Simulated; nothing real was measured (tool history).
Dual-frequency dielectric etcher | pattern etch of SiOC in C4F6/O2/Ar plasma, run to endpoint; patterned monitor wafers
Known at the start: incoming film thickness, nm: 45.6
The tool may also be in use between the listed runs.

run 1 hour=0.0 | bias_power_(kW)=0.633 source_power_(kW)=0.320 | endpoint_time_(s)=13.613
run 2 hour=0.9 | bias_power_(kW)=0.633 source_power_(kW)=0.350 | endpoint_time_(s)=13.131
run 3 hour=5.9 | bias_power_(kW)=0.633 source_power_(kW)=0.310 | endpoint_time_(s)=13.670
run 4 hour=11.6 | bias_power_(kW)=0.574 source_power_(kW)=0.310 | endpoint_time_(s)=14.327
run 5 hour=14.2 | bias_power_(kW)=0.513 source_power_(kW)=0.290 | endpoint_time_(s)=15.529
run 6 hour=19.7 | bias_power_(kW)=0.472 source_power_(kW)=0.280 | endpoint_time_(s)=16.422

Forecast run 7:
run 7 hour=26.3 | bias_power_(kW)=0.380 source_power_(kW)=0.270 | endpoint_time_(s)=?

Run 7 gave endpoint time (s) 18.703.

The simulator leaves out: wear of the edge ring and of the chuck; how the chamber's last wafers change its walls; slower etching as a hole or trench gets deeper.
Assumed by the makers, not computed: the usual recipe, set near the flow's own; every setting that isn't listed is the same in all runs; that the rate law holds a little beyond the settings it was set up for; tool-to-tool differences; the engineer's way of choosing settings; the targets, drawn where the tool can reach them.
